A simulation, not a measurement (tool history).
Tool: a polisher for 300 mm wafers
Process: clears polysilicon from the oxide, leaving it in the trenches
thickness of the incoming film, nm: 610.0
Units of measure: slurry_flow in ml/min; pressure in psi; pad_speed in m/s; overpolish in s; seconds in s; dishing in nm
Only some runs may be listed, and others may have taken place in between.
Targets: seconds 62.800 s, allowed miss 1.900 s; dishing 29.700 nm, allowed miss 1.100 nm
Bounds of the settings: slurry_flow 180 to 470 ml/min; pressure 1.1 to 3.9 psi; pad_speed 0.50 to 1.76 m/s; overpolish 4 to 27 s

Run 1, day 0.000: slurry_flow 300 ml/min, pressure 2.5 psi, pad_speed 1.12 m/s, overpolish 14 s. Result: seconds 41.714 s, dishing 43.975 nm.
Run 2, day 0.271: slurry_flow 300 ml/min, pressure 2.5 psi, pad_speed 1.02 m/s, overpolish 14 s. Result: seconds 46.465 s, dishing 43.537 nm.
Run 3, day 0.638: slurry_flow 335 ml/min, pressure 2.5 psi, pad_speed 0.96 m/s, overpolish 12 s. Result: seconds 48.694 s, dishing 42.741 nm.
Run 4, day 1.008: slurry_flow 335 ml/min, pressure 2.2 psi, pad_speed 0.96 m/s, overpolish 12 s. Result: seconds 54.520 s, dishing 41.870 nm.
At day 1.379: worn pad replaced by a new one.
Run 5, day 1.379: slurry_flow 335 ml/min, pressure 2.2 psi, pad_speed 1.14 m/s, overpolish 12 s. Result: seconds 41.564 s, dishing 44.609 nm.
Run 6, day 1.525: slurry_flow 310 ml/min, pressure 2.5 psi, pad_speed 1.02 m/s, overpolish 10 s. Result: seconds 41.176 s, dishing 43.634 nm.
Run 7, day 1.896: slurry_flow 310 ml/min, pressure 2.5 psi, pad_speed 1.02 m/s, overpolish 10 s. Result: seconds 41.663 s, dishing 43.373 nm.
Run 8, day 2.179: slurry_flow 340 ml/min, pressure 2.5 psi, pad_speed 0.92 m/s, overpolish 9 s. Result: seconds 46.360 s, dishing 41.985 nm.
Run 9, day 2.225: slurry_flow 365 ml/min, pressure 2.5 psi, pad_speed 0.84 m/s, overpolish 8 s. Result: seconds 49.641 s, dishing 39.685 nm.
Run 10, day 2.450: slurry_flow 365 ml/min, pressure 2.5 psi, pad_speed 0.84 m/s, overpolish 8 s. Result: seconds 48.934 s, dishing 39.683 nm.
Run 11, day 2.650: slurry_flow 385 ml/min, pressure 2.5 psi, pad_speed 0.78 m/s, overpolish 7 s. Result: seconds 52.474 s, dishing 37.242 nm.
Run 12, day 2.962: slurry_flow 470 ml/min, pressure 2.8 psi, pad_speed 0.50 m/s, overpolish 4 s. Result: seconds 72.052 s, dishing 23.776 nm.
Run 13, day 3.325: slurry_flow 450 ml/min, pressure 2.8 psi, pad_speed 0.50 m/s, overpolish 4 s. Result: seconds 70.605 s, dishing 24.227 nm.
Run 14, day 3.362: slurry_flow 425 ml/min, pressure 2.8 psi, pad_speed 0.50 m/s, overpolish 4 s. Result: seconds 73.511 s, dishing 23.591 nm.
Run 15, day 3.500: slurry_flow 470 ml/min, pressure 3.1 psi, pad_speed 0.50 m/s, overpolish 10 s. Result: seconds 64.852 s, dishing 38.979 nm.
Run 16, day 3.604: slurry_flow 470 ml/min, pressure 3.1 psi, pad_speed 0.50 m/s, overpolish 9 s. Result: seconds 65.429 s, dishing 38.100 nm.
Run 17, day 3.904: slurry_flow 470 ml/min, pressure 3.1 psi, pad_speed 0.50 m/s, overpolish 8 s. Result: seconds 64.534 s, dishing 36.118 nm.
Run 18, day 4.096: slurry_flow 470 ml/min, pressure 3.1 psi, pad_speed 0.50 m/s, overpolish 7 s. Result: seconds 64.975 s, dishing 34.678 nm.
Run 19, day 4.438: slurry_flow 465 ml/min, pressure 3.1 psi, pad_speed 0.50 m/s, overpolish 6 s. Result: seconds 64.738 s, dishing 32.142 nm.

5 next moves are on the table. One of them brings every result within its allowed miss. Which?
Run A, day 4.779: slurry_flow 455 ml/min, pressure 2.1 psi, pad_speed 0.78 m/s, overpolish 6 s. Result: seconds ?, dishing ?.
Run B, day 4.779: slurry_flow 470 ml/min, pressure 2.9 psi, pad_speed 0.56 m/s, overpolish 5 s. Result: seconds ?, dishing ?.
Run C, day 4.779: slurry_flow 370 ml/min, pressure 3.0 psi, pad_speed 0.54 m/s, overpolish 6 s. Result: seconds ?, dishing ?.
Run D, day 4.779: slurry_flow 450 ml/min, pressure 2.6 psi, pad_speed 0.58 m/s, overpolish 6 s. Result: seconds ?, dishing ?.
Run E, day 4.779: slurry_flow 425 ml/min, pressure 2.9 psi, pad_speed 0.56 m/s, overpolish 6 s. Result: seconds ?, dishing ?.

move  seconds  dishing
   A   62.807   33.195
   B   62.801   30.200
   C   63.903   32.916
   D   67.744   31.965
   E   63.198   33.095
A: misses by more than the last run did
B: all results land within tolerance of their targets
C: misses by more than the last run did
D: misses by more than the last run did
E: misses by more than the last run did
Answer: B
